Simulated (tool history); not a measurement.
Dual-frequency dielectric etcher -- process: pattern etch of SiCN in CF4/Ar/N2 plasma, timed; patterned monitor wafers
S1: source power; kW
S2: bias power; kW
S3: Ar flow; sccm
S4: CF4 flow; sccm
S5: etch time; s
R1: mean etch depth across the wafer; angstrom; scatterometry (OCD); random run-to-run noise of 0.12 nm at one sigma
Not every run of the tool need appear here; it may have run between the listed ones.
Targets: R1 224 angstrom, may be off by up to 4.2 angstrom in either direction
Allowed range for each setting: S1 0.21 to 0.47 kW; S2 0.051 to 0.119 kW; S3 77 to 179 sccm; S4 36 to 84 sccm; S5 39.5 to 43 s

Run 1, hour 0: S1 0.34 kW, S2 0.085 kW, S3 128 sccm, S4 60 sccm, S5 43 s. Result: R1 299.42 angstrom.
Run 2, hour 4.4: S1 0.34 kW, S2 0.085 kW, S3 117 sccm, S4 60 sccm, S5 43 s. Result: R1 306.12 angstrom.
Run 3, hour 7.4: S1 0.38 kW, S2 0.085 kW, S3 117 sccm, S4 60 sccm, S5 43 s. Result: R1 342.59 angstrom.
Run 4, hour 14.3: S1 0.33 kW, S2 0.084 kW, S3 117 sccm, S4 60 sccm, S5 43 s. Result: R1 293.69 angstrom.
Run 5, hour 22.4: S1 0.38 kW, S2 0.084 kW, S3 117 sccm, S4 60 sccm, S5 43 s. Result: R1 338.62 angstrom.
Run 6, hour 24: S1 0.38 kW, S2 0.084 kW, S3 117 sccm, S4 60 sccm, S5 39.5 s. Result: R1 309.7 angstrom.
Run 7, hour 30: S1 0.34 kW, S2 0.083 kW, S3 117 sccm, S4 60 sccm, S5 39.5 s. Result: R1 277.49 angstrom.
Run 8, hour 34.5: S1 0.32 kW, S2 0.083 kW, S3 117 sccm, S4 60 sccm, S5 39.5 s. Result: R1 260.49 angstrom.
Run 9, hour 35.8: S1 0.32 kW, S2 0.083 kW, S3 117 sccm, S4 60 sccm, S5 39.5 s. Result: R1 261.08 angstrom.
Run 10, hour 44.8: S1 0.3 kW, S2 0.083 kW, S3 117 sccm, S4 60 sccm, S5 39.5 s. Result: R1 242.91 angstrom.
Run 11, hour 48.5: S1 0.29 kW, S2 0.083 kW, S3 117 sccm, S4 60 sccm, S5 39.5 s. Result: R1 234.06 angstrom.

Next run, 4 choices. One meets every target within its allowed miss, the rest don't. Which?
Run A, hour 52.2: S1 0.28 kW, S2 0.075 kW, S3 121 sccm, S4 60 sccm, S5 40.5 s. Result: R1 ?.
Run B, hour 52.2: S1 0.29 kW, S2 0.081 kW, S3 123 sccm, S4 53 sccm, S5 40.5 s. Result: R1 ?.
Run C, hour 52.2: S1 0.28 kW, S2 0.091 kW, S3 120 sccm, S4 46 sccm, S5 41 s. Result: R1 ?.
Run D, hour 52.2: S1 0.28 kW, S2 0.084 kW, S3 117 sccm, S4 60 sccm, S5 41.5 s. Result: R1 ?.

move      R1
   A  224.85
   B  234.26
   C  232.55
   D  238.39
A: all results in spec
B: about as far from the targets as the last run
C: gains on the last run, yet a result remains outside its allowed miss
D: the biggest miss grows against the last run
So the answer is move A, the one that meets all the targets.

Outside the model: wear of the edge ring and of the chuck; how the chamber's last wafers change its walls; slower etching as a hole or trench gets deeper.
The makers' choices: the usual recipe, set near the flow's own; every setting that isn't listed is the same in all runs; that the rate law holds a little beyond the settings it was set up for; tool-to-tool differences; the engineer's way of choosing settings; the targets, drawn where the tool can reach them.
